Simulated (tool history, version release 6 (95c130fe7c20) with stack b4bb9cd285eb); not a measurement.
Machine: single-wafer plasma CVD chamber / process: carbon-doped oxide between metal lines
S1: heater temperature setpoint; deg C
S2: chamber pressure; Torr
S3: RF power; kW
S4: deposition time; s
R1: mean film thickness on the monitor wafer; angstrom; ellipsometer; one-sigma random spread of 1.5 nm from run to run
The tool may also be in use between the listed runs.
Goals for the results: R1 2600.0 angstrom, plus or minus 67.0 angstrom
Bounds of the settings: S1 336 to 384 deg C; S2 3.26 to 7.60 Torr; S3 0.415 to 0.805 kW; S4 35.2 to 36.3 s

run	hour	S1	S2	S3	S4	R1
1	0.0	360	5.43	0.610	35.2	2127.3
2	4.3	360	5.43	0.660	35.2	2279.4
3	7.6	360	5.43	0.660	35.2	2272.2
4	16.0	360	5.79	0.660	35.2	2301.8
5	24.2	360	5.79	0.660	36.3	2375.7
6	30.1	359	5.88	0.665	36.3	2398.4
7	38.2	359	5.95	0.670	36.3	2377.7
8	46.6	359	5.95	0.680	36.3	2422.4
# hour 50.4: capacitance manometer re-zeroed and calibrated
9	50.4	359	5.95	0.680	36.3	2455.8
10	57.4	359	6.01	0.685	36.3	2481.6
11	64.0	359	6.07	0.690	36.3	2471.0
12	72.4	359	6.10	0.695	36.3	2503.4
13	78.1	359	6.13	0.700	36.3	2512.2

Next run, 5 choices. One meets every target within its allowed miss, the rest don't. Which?
A	83.8	354	6.16	0.775	36.3	?
B	83.8	361	6.49	0.690	35.2	?
C	83.8	371	6.43	0.745	36.3	?
D	83.8	359	7.56	0.685	35.2	?
E	83.8	368	5.61	0.715	35.2	?

move	R1
A	2736.0
B	2401.4
C	2553.8
D	2429.1
E	2380.8
A: carries the result that was furthest off beyond its target, to the other side
B: moves away from the targets compared with the last run
C: every result lands within tolerance
D: moves away from the targets compared with the last run
E: moves away from the targets compared with the last run
Move C is the one to make.
